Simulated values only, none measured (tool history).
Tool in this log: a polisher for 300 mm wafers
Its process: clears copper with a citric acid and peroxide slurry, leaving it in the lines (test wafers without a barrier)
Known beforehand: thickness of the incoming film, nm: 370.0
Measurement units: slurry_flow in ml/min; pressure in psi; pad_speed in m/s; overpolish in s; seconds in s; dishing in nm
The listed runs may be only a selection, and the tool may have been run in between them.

{"run": 1, "hour": 0.0, "slurry_flow": 305, "pressure": 3.7, "pad_speed": 1.08, "slurry_solids": 1.0, "overpolish": 27, "seconds": 118.12, "dishing": 50.81}
{"run": 2, "hour": 8.8, "slurry_flow": 305, "pressure": 3.7, "pad_speed": 0.9, "slurry_solids": 1.0, "overpolish": 27, "seconds": 145.03, "dishing": 44.531}
{"run": 3, "hour": 11.2, "slurry_flow": 305, "pressure": 4.1, "pad_speed": 0.96, "slurry_solids": 1.0, "overpolish": 25, "seconds": 122.01, "dishing": 45.768}
{"run": 4, "hour": 16.3, "slurry_flow": 305, "pressure": 4.1, "pad_speed": 0.96, "slurry_solids": 1.0, "overpolish": 30, "seconds": 123.79, "dishing": 54.77}
{"run": 5, "hour": 25.1, "slurry_flow": 305, "pressure": 4.5, "pad_speed": 1.0, "slurry_solids": 1.0, "overpolish": 28, "seconds": 107.54, "dishing": 57.903}
{"run": 6, "hour": 30.6, "slurry_flow": 305, "pressure": 3.9, "pad_speed": 1.0, "slurry_solids": 1.0, "overpolish": 28, "seconds": 121.1, "dishing": 49.561}
{"run": 7, "hour": 39.3, "slurry_flow": 305, "pressure": 4.3, "pad_speed": 1.04, "slurry_solids": 1.0, "overpolish": 25, "seconds": 108.13, "dishing": 52.313}
{"run": 8, "hour": 46.1, "slurry_flow": 310, "pressure": 5.3, "pad_speed": 1.26, "slurry_solids": 1.05, "overpolish": 12, "seconds": 69.945, "dishing": 40.851}
{"run": 9, "hour": 47.5, "slurry_flow": 310, "pressure": 5.4, "pad_speed": 1.28, "slurry_solids": 1.05, "overpolish": 24, "seconds": 71.654, "dishing": 70.85}
{"hour": 54.1, "done": "worn pad replaced by a new one"}
{"run": 10, "hour": 54.1, "slurry_flow": 310, "pressure": 5.5, "pad_speed": 1.3, "slurry_solids": 1.05, "overpolish": 18, "seconds": 63.672, "dishing": 61.638}

What will run 11 give?
{"run": 11, "hour": 60.7, "slurry_flow": 310, "pressure": 5.5, "pad_speed": 1.3, "slurry_solids": 1.05, "overpolish": 18, "seconds": "?", "dishing": "?"}

{"run 11": {"seconds": 62.235, "dishing": 65.67}}

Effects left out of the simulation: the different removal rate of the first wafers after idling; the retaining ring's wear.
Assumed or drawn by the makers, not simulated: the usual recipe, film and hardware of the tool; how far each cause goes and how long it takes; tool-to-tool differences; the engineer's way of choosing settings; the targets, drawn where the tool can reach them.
